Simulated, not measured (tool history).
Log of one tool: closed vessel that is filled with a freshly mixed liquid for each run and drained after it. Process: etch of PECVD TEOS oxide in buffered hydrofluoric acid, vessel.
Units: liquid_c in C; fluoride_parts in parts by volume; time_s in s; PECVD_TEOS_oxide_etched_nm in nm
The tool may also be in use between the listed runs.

run  hour  liquid_c  fluoride_parts  time_s  PECVD_TEOS_oxide_etched_nm
  1   0.0      20.0            14.0     115                      80.139
  2   8.8      23.5            14.0     115                      97.547
  3  12.4      22.0            14.5     115                      86.773
  4  19.3      20.5            15.0     115                      76.614
  5  20.5      20.5            15.0     115                      77.606
  6  21.6      19.5            15.5     115                      69.821
  7  24.9      19.0            15.5     115                      68.642

Forecast run 8:
  8  28.1      18.5            15.5     115                           ?

Run 8 gave PECVD_TEOS_oxide_etched_nm 66.901 nm.

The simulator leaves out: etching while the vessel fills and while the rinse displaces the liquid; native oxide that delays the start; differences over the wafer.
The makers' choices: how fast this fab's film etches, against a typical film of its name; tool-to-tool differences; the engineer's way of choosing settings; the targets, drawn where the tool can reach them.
